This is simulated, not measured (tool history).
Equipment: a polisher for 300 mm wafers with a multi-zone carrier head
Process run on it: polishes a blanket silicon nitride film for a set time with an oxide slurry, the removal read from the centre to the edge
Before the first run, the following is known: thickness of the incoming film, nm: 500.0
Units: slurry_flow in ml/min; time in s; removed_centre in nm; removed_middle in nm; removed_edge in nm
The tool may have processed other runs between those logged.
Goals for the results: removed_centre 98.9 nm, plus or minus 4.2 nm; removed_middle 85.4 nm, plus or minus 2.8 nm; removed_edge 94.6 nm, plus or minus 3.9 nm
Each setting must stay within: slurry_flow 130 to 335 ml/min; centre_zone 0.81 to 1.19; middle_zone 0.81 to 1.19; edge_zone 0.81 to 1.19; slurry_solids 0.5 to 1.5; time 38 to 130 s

run,hour,slurry_flow,centre_zone,middle_zone,edge_zone,slurry_solids,time,removed_centre,removed_middle,removed_edge
1,0,215,1,1,1,1,84,58.45,57.393,58.676
2,5.1,215,1,1,1,1.15,84,63.293,63.815,64.182
3,6.3,270,1,1,1,1.15,84,66.586,63.947,65.373
4,12.6,270,1.08,1,1,1.15,84,70.998,63.527,65.994
5,17,275,1.1,1,1.05,1.25,87,77.628,71.443,73.155
6,22.3,275,1.1,1,1.05,1.35,87,81.79,72.559,76.307
7,23.5,280,1.11,0.99,1.08,1.4,90,86.006,75.173,81.157
8,27,285,1.12,0.99,1.1,1.45,92,91.56,78.49,84.713
9,31.6,285,1.11,0.99,1.12,1.45,94,93.453,79.889,85.308
10,36.6,275,1.1,0.98,1.09,1.45,97,94.297,82.542,90.077
11,40.5,275,1.1,0.98,1.09,1.45,98,94.276,83.378,89.116

5 next moves are on the table. One of them brings every result within its allowed miss. Which?
A,44.4,235,0.96,1.06,1.02,1.15,110,?,?,?
B,44.4,285,1.08,1.07,1.04,1.35,102,?,?,?
C,44.4,310,1.19,1.1,1.06,1.5,90,?,?,?
D,44.4,235,1.03,0.96,1.12,1.5,102,?,?,?
E,44.4,280,1.13,1,1.17,1.4,101,?,?,?

move,removed_centre,removed_middle,removed_edge
A,81.682,87.262,85.916
B,94.938,90.524,88.79
C,97.666,86.338,83.302
D,92.461,84.637,94.883
E,99.792,85.86,94.556
A: misses by more than the last run did
B: misses by more than the last run did
C: misses by more than the last run did
D: meets the target for the result that was furthest off, but another lies outside its allowed miss
E: all results in spec
E is the move that brings every result within its allowed miss.
